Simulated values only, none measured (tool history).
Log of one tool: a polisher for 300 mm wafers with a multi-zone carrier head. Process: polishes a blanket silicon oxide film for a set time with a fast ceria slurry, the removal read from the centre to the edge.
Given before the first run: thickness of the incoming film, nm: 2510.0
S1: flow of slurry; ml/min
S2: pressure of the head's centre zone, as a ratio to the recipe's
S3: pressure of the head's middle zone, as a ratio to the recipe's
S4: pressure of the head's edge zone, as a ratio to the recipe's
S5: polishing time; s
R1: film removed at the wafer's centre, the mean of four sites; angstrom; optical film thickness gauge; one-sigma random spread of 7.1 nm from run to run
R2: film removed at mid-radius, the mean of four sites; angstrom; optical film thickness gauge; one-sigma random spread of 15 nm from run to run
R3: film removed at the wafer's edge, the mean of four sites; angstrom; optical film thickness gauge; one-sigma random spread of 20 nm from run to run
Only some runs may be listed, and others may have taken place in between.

{"run": 1, "day": 0.0, "S1": 235, "S2": 1, "S3": 1, "S4": 1, "S5": 47, "R1": 9212.3, "R2": 9354.2, "R3": 9178.5}
{"run": 2, "day": 0.238, "S1": 235, "S2": 1, "S3": 1, "S4": 1, "S5": 58, "R1": 11426, "R2": 11690, "R3": 11570}
{"run": 3, "day": 0.262, "S1": 190, "S2": 1, "S3": 1, "S4": 1, "S5": 58, "R1": 11261, "R2": 11505, "R3": 11348}
{"run": 4, "day": 0.317, "S1": 190, "S2": 1, "S3": 1, "S4": 1, "S5": 47, "R1": 9038.5, "R2": 9228.4, "R3": 9196.1}
{"run": 5, "day": 0.358, "S1": 190, "S2": 1, "S3": 1.03, "S4": 1, "S5": 47, "R1": 8965.3, "R2": 9399.3, "R3": 9260}
{"run": 6, "day": 0.467, "S1": 185, "S2": 1.01, "S3": 1.04, "S4": 1.02, "S5": 48, "R1": 9271.7, "R2": 9570.2, "R3": 9233.1}
{"run": 7, "day": 0.562, "S1": 185, "S2": 1, "S3": 1.03, "S4": 1.02, "S5": 50, "R1": 9556.1, "R2": 9925.2, "R3": 9992.8}

Run 8 is up next; what results do you expect?
{"run": 8, "day": 0.892, "S1": 185, "S2": 1, "S3": 1.04, "S4": 1.03, "S5": 51, "R1": "?", "R2": "?", "R3": "?"}

R1: 9802.7 angstrom
R2: 10467 angstrom
R3: 9881.9 angstrom
